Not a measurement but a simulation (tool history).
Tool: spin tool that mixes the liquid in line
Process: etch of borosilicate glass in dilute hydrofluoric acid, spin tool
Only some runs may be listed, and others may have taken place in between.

run,day,temperature setpoint of the liquid (C),parts of water to one part of 49 % hydrofluoric acid (parts by volume),time under the liquid (s),thickness taken off the borosilicate glass on a monitor wafer (angstrom)
1,0,24,90,80,166.63
2,0.129,25.5,85,80,189.39
3,0.375,26.5,80,80,206.02
4,0.638,26.5,80,60,157.12
5,0.996,29.5,80,60,176.96
6,1.046,29.5,80,60,175.55
7,1.129,29.5,70,60,205.27
8,1.446,29.5,70,60,207.84
9,1.796,32,40,60,412.86
10,2.117,30.5,40,60,387.78
11,2.271,29,40,60,371.77
12,2.338,28,40,60,353.79
13,2.621,27,40,60,340.98
14,2.929,26.5,40,60,328.62
15,3.004,26,40,60,327.6

For run 16, what comes out?
16,3.129,26,40,60,?

{"run 16": {"thickness taken off the borosilicate glass on a monitor wafer (angstrom)": 326.31}}

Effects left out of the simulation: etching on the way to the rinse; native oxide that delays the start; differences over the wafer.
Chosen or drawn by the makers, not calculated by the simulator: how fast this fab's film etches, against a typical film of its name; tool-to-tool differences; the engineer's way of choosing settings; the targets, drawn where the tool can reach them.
